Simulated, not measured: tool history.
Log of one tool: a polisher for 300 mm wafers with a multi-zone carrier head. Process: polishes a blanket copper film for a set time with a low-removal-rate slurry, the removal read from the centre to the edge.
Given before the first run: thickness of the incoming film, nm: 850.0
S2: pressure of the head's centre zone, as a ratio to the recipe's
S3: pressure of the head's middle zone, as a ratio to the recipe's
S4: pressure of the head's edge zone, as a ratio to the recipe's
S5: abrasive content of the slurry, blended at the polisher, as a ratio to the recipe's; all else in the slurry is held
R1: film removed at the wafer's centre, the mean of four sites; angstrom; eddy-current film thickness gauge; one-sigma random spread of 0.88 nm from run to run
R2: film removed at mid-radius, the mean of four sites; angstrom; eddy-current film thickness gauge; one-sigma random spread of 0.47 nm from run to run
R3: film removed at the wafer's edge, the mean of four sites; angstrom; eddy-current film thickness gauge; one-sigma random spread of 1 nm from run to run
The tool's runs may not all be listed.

{"run": 1, "day": 0.0, "flow of slurry (ml/min)": 310, "S2": 1, "S3": 1, "S4": 1, "S5": 1, "polishing time (s)": 41, "R1": 848.02, "R2": 865, "R3": 842.65}
{"run": 2, "day": 0.192, "flow of slurry (ml/min)": 310, "S2": 1, "S3": 1.05, "S4": 1, "S5": 1, "polishing time (s)": 41, "R1": 862.37, "R2": 915.46, "R3": 869.94}
{"run": 3, "day": 0.258, "flow of slurry (ml/min)": 305, "S2": 0.99, "S3": 1.03, "S4": 1, "S5": 1, "polishing time (s)": 41, "R1": 846.53, "R2": 897.31, "R3": 870.32}
{"run": 4, "day": 0.446, "flow of slurry (ml/min)": 305, "S2": 1.02, "S3": 1.03, "S4": 1, "S5": 1, "polishing time (s)": 41, "R1": 871.22, "R2": 899.52, "R3": 861.63}
{"run": 5, "day": 0.579, "flow of slurry (ml/min)": 305, "S2": 1, "S3": 1.01, "S4": 0.99, "S5": 1, "polishing time (s)": 41, "R1": 871.1, "R2": 876.87, "R3": 844.96}
{"run": 6, "day": 0.917, "flow of slurry (ml/min)": 305, "S2": 0.98, "S3": 1, "S4": 0.99, "S5": 0.95, "polishing time (s)": 41, "R1": 820.39, "R2": 849.07, "R3": 844.99}
{"run": 7, "day": 0.95, "flow of slurry (ml/min)": 305, "S2": 0.97, "S3": 0.99, "S4": 0.97, "S5": 0.95, "polishing time (s)": 41, "R1": 808.97, "R2": 850.7, "R3": 859.49}
{"run": 8, "day": 1.104, "flow of slurry (ml/min)": 310, "S2": 0.97, "S3": 0.99, "S4": 0.97, "S5": 0.9, "polishing time (s)": 41, "R1": 817.42, "R2": 846.9, "R3": 835.08}
{"run": 9, "day": 1.2, "flow of slurry (ml/min)": 310, "S2": 0.96, "S3": 0.98, "S4": 0.96, "S5": 0.85, "polishing time (s)": 41, "R1": 801.62, "R2": 831.57, "R3": 808.68}
{"run": 10, "day": 1.475, "flow of slurry (ml/min)": 305, "S2": 0.95, "S3": 0.97, "S4": 0.96, "S5": 0.85, "polishing time (s)": 41, "R1": 773.12, "R2": 803.87, "R3": 817.13}
{"run": 11, "day": 1.808, "flow of slurry (ml/min)": 305, "S2": 0.95, "S3": 0.96, "S4": 0.95, "S5": 0.85, "polishing time (s)": 41, "R1": 791.06, "R2": 805.84, "R3": 811.16}
{"run": 12, "day": 2.083, "flow of slurry (ml/min)": 305, "S2": 0.94, "S3": 0.95, "S4": 0.95, "S5": 0.8, "polishing time (s)": 41, "R1": 762.05, "R2": 791.64, "R3": 811.69}
{"run": 13, "day": 2.458, "flow of slurry (ml/min)": 305, "S2": 0.94, "S3": 0.94, "S4": 0.94, "S5": 0.8, "polishing time (s)": 41, "R1": 767.14, "R2": 784.63, "R3": 810.69}
{"run": 14, "day": 2.558, "flow of slurry (ml/min)": 275, "S2": 0.86, "S3": 0.87, "S4": 0.84, "S5": 0.6, "polishing time (s)": 41, "R1": 638.07, "R2": 680.97, "R3": 698.77}
{"run": 15, "day": 2.817, "flow of slurry (ml/min)": 280, "S2": 0.86, "S3": 0.87, "S4": 0.85, "S5": 0.6, "polishing time (s)": 41, "R1": 648.02, "R2": 678.09, "R3": 705.27}
{"run": 16, "day": 3.146, "flow of slurry (ml/min)": 285, "S2": 0.86, "S3": 0.87, "S4": 0.85, "S5": 0.6, "polishing time (s)": 41, "R1": 657.49, "R2": 679.49, "R3": 695.35}

Run 17 is up next; what results do you expect?
{"run": 17, "day": 3.504, "flow of slurry (ml/min)": 285, "S2": 0.86, "S3": 0.87, "S4": 0.86, "S5": 0.6, "polishing time (s)": 41, "R1": "?", "R2": "?", "R3": "?"}

Run 17 produced R1 652.93 angstrom, R2 685.71 angstrom, R3 714.59 angstrom.

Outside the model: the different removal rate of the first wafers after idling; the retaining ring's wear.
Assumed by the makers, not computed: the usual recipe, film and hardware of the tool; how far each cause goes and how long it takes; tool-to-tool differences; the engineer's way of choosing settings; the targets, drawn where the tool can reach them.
